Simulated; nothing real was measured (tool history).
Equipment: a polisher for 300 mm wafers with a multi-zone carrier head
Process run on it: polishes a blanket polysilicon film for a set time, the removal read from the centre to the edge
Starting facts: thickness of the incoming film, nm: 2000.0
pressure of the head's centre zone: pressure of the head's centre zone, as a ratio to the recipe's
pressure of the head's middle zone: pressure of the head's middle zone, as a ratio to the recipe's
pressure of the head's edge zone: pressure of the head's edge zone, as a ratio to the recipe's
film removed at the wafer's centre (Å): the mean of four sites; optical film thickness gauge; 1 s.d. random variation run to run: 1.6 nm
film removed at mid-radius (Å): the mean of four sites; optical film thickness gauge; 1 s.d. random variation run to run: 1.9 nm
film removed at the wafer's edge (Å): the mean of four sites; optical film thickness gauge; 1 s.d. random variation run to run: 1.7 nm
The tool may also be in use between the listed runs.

run,day,flow of slurry (ml/min),pressure of the head's centre zone,pressure of the head's middle zone,pressure of the head's edge zone,polishing time (s),film removed at the wafer's centre (Å),film removed at mid-radius (Å),film removed at the wafer's edge (Å)
1,0,245,1,1,1,40,2803.5,2866.4,2820.8
2,0.133,245,1,1,0.97,40,2789.4,2896.6,2775.6
3,0.3,245,1,1,0.97,33,2295.5,2381.7,2279.9
4,0.562,245,1,1.04,0.97,33,2285.5,2438.3,2319.7
5,0.875,265,1.03,1.06,0.96,33,2383.5,2520.8,2272.1
6,1.217,280,1.05,1.07,0.98,33,2482.3,2563.2,2315.6
7,1.483,295,1.06,1.08,0.99,33,2499.9,2564.4,2328.6

Estimate the outcome of run 8 from the log above:
8,1.558,295,1.06,1.08,0.99,33,?,?,?

Run 8 gave film removed at the wafer's centre (Å) 2468.4, film removed at mid-radius (Å) 2588.3, film removed at the wafer's edge (Å) 2364.8.

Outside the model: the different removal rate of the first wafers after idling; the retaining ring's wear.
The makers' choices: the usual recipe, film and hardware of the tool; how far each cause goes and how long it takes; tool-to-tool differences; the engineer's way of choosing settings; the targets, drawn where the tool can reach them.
